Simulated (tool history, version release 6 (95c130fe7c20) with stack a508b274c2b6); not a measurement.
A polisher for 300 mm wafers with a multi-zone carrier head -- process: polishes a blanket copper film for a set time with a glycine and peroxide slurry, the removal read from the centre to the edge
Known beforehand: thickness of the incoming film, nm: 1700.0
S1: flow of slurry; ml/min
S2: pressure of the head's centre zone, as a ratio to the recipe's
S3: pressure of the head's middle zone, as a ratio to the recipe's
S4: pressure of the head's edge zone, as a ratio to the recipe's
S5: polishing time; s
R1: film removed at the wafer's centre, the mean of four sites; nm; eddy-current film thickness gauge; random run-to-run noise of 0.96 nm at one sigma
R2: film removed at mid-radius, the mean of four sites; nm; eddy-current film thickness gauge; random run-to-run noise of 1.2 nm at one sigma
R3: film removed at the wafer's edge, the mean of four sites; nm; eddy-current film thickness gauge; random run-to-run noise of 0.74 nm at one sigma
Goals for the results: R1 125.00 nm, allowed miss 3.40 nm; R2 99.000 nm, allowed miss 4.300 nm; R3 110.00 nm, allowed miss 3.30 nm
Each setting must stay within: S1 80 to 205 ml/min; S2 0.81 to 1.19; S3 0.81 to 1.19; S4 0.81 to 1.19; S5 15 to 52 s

Run 1, day 0.000: S1 135 ml/min, S2 1.00, S3 1.00, S4 1.00, S5 33 s. Result: R1 141.89 nm, R2 141.790 nm, R3 135.21 nm.
Run 2, day 0.300: S1 135 ml/min, S2 1.05, S3 1.00, S4 1.00, S5 33 s. Result: R1 147.71 nm, R2 142.890 nm, R3 137.12 nm.
Run 3, day 0.529: S1 135 ml/min, S2 1.05, S3 1.03, S4 1.00, S5 33 s. Result: R1 149.23 nm, R2 146.200 nm, R3 135.29 nm.
Run 4, day 0.875: S1 135 ml/min, S2 1.05, S3 1.03, S4 0.91, S5 33 s. Result: R1 152.10 nm, R2 147.750 nm, R3 130.01 nm.
Run 5, day 1.046: S1 130 ml/min, S2 1.06, S3 0.99, S4 0.91, S5 32 s. Result: R1 145.86 nm, R2 136.060 nm, R3 125.07 nm.
Run 6, day 1.096: S1 125 ml/min, S2 1.06, S3 0.96, S4 0.91, S5 32 s. Result: R1 142.56 nm, R2 129.680 nm, R3 124.57 nm.
Run 7, day 1.317: S1 125 ml/min, S2 1.06, S3 0.96, S4 0.91, S5 32 s. Result: R1 142.61 nm, R2 130.440 nm, R3 127.30 nm.
Run 8, day 1.596: S1 125 ml/min, S2 1.07, S3 0.94, S4 0.90, S5 31 s. Result: R1 140.34 nm, R2 126.110 nm, R3 120.80 nm.
Run 9, day 1.875: S1 120 ml/min, S2 1.08, S3 0.92, S4 0.90, S5 31 s. Result: R1 141.67 nm, R2 119.810 nm, R3 118.90 nm.
Run 10, day 1.917: S1 120 ml/min, S2 1.08, S3 0.92, S4 0.90, S5 31 s. Result: R1 140.25 nm, R2 124.380 nm, R3 122.17 nm.
Run 11, day 2.062: S1 115 ml/min, S2 1.09, S3 0.90, S4 0.90, S5 30 s. Result: R1 137.08 nm, R2 113.640 nm, R3 116.64 nm.
Run 12, day 2.154: S1 115 ml/min, S2 1.09, S3 0.90, S4 0.90, S5 30 s. Result: R1 138.14 nm, R2 115.260 nm, R3 115.60 nm.
Run 13, day 2.433: S1 110 ml/min, S2 1.08, S3 0.88, S4 0.90, S5 30 s. Result: R1 133.54 nm, R2 113.560 nm, R3 115.13 nm.
Run 14, day 2.750: S1 110 ml/min, S2 1.08, S3 0.88, S4 0.90, S5 30 s. Result: R1 134.92 nm, R2 112.190 nm, R3 115.47 nm.
Run 15, day 3.029: S1 105 ml/min, S2 1.08, S3 0.87, S4 0.90, S5 30 s. Result: R1 133.39 nm, R2 109.830 nm, R3 113.48 nm.
Run 16, day 3.192: S1 100 ml/min, S2 1.08, S3 0.86, S4 0.91, S5 30 s. Result: R1 131.02 nm, R2 106.820 nm, R3 114.60 nm.
Run 17, day 3.483: S1 95 ml/min, S2 1.08, S3 0.85, S4 0.91, S5 30 s. Result: R1 130.77 nm, R2 107.550 nm, R3 114.19 nm.
Run 18, day 3.829: S1 95 ml/min, S2 1.08, S3 0.84, S4 0.91, S5 30 s. Result: R1 129.97 nm, R2 105.780 nm, R3 113.44 nm.
Run 19, day 3.892: S1 95 ml/min, S2 1.08, S3 0.83, S4 0.91, S5 30 s. Result: R1 129.27 nm, R2 102.360 nm, R3 113.55 nm.

Exercise: of the 4 proposed moves below, exactly one satisfies all targets within the stated allowed misses. Which move is it?
Run A, day 3.954: S1 85 ml/min, S2 1.05, S3 0.91, S4 0.85, S5 30 s. Result: R1 ?, R2 ?, R3 ?.
Run B, day 3.954: S1 100 ml/min, S2 0.98, S3 0.81, S4 0.98, S5 30 s. Result: R1 ?, R2 ?, R3 ?.
Run C, day 3.954: S1 105 ml/min, S2 1.11, S3 0.82, S4 0.96, S5 29 s. Result: R1 ?, R2 ?, R3 ?.
Run D, day 3.954: S1 90 ml/min, S2 1.09, S3 0.82, S4 0.93, S5 29 s. Result: R1 ?, R2 ?, R3 ?.

move      R1       R2      R3
   A  125.76  109.770  108.89
   B  121.41  102.830  118.88
   C  134.41  101.220  114.47
   D  127.74   98.417  110.61
A: gets the furthest-off result to its target, but another result is out of tolerance
B: moves the result that the last run missed by most past its target, out the other side
C: further off than the last run
D: meets every target
D meets every target.
